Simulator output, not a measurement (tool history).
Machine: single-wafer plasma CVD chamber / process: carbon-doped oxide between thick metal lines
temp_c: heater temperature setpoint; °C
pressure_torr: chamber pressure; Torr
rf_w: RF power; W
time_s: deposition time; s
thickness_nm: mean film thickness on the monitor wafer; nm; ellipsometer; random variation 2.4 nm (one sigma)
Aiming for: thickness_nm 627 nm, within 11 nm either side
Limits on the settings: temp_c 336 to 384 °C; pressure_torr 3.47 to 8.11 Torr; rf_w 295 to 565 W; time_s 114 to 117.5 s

run,hour,temp_c,pressure_torr,rf_w,time_s,thickness_nm
1,0,360,5.79,430,114,547.18
2,3.7,360,5.79,475,114,581.55
3,9,360,5.79,430,114,547.68
4,17.8,366,5.79,430,114,539.36
5,25,366,5.79,385,114,499.89
6,32.4,366,5.39,385,114,490.82
7,34.2,363,6.04,400,114.1,518.6
8,42,361,6.45,415,114.3,541.91
9,47.5,359,6.81,425,114.4,556.94
10,56.3,357,7.08,435,114.5,571.68
11,65.2,355,7.29,445,114.6,583.26
12,68,354,7.44,455,114.7,593.85
13,71.8,354,7.44,455,114.7,600.1
14,80.4,353,7.6,460,114.7,602.94
15,84.5,352,7.71,465,114.7,608.75
16,92.9,352,7.79,470,114.7,611.14

Which one of the following 4 next-run settings gets every result inside its allowed miss? There is exactly one.
A,101.3,349,7.97,505,114.8,?
B,101.3,342,7.33,495,115,?
C,101.3,362,8.11,490,115.8,?
D,101.3,344,7.13,500,115.5,?

move,thickness_nm
A,651.81
B,651.2
C,628.93
D,653.22
A: pushes the last run's worst result past its target
B: pushes the last run's worst result past its target
C: each result inside its tolerance
D: pushes the last run's worst result past its target
Move C is the one to make.
